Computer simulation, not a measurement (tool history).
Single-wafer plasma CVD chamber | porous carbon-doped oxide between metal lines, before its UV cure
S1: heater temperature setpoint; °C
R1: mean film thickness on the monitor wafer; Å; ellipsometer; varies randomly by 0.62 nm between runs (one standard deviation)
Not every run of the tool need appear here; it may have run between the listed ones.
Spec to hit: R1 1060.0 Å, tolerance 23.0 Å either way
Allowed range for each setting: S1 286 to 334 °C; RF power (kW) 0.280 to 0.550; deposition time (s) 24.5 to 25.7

run 1 hour=0.0 | S1=310 RF_power_(kW)=0.415 deposition_time_(s)=25.7 | R1=1222.7
run 2 hour=8.4 | S1=310 RF_power_(kW)=0.455 deposition_time_(s)=25.7 | R1=1304.1
run 3 hour=17.0 | S1=310 RF_power_(kW)=0.455 deposition_time_(s)=25.7 | R1=1293.5
run 4 hour=21.2 | S1=310 RF_power_(kW)=0.455 deposition_time_(s)=25.7 | R1=1317.6
run 5 hour=25.7 | S1=310 RF_power_(kW)=0.455 deposition_time_(s)=24.5 | R1=1253.8
run 6 hour=26.6 | S1=314 RF_power_(kW)=0.445 deposition_time_(s)=24.5 | R1=1201.8
run 7 hour=32.1 | S1=317 RF_power_(kW)=0.440 deposition_time_(s)=24.5 | R1=1189.2
run 8 hour=33.1 | S1=319 RF_power_(kW)=0.430 deposition_time_(s)=24.5 | R1=1144.6
run 9 hour=36.2 | S1=321 RF_power_(kW)=0.430 deposition_time_(s)=24.5 | R1=1123.0
run 10 hour=40.0 | S1=322 RF_power_(kW)=0.430 deposition_time_(s)=24.5 | R1=1120.1
run 11 hour=42.5 | S1=323 RF_power_(kW)=0.430 deposition_time_(s)=24.5 | R1=1124.0
run 12 hour=43.1 | S1=325 RF_power_(kW)=0.430 deposition_time_(s)=24.5 | R1=1112.2
run 13 hour=51.0 | S1=326 RF_power_(kW)=0.430 deposition_time_(s)=24.5 | R1=1105.5

Which of these 4 next moves meets every target?
run A hour=58.9 | S1=333 RF_power_(kW)=0.425 deposition_time_(s)=24.5 | R1=?
run B hour=58.9 | S1=324 RF_power_(kW)=0.450 deposition_time_(s)=24.5 | R1=?
run C hour=58.9 | S1=327 RF_power_(kW)=0.455 deposition_time_(s)=24.5 | R1=?
run D hour=58.9 | S1=315 RF_power_(kW)=0.435 deposition_time_(s)=24.5 | R1=?

move=A R1=1067.0
move=B R1=1157.5
move=C R1=1152.0
move=D R1=1175.3
A: in spec on every target
B: the biggest miss grows against the last run
C: the biggest miss grows against the last run
D: the biggest miss grows against the last run
So the answer is move A, the one that meets all the targets.

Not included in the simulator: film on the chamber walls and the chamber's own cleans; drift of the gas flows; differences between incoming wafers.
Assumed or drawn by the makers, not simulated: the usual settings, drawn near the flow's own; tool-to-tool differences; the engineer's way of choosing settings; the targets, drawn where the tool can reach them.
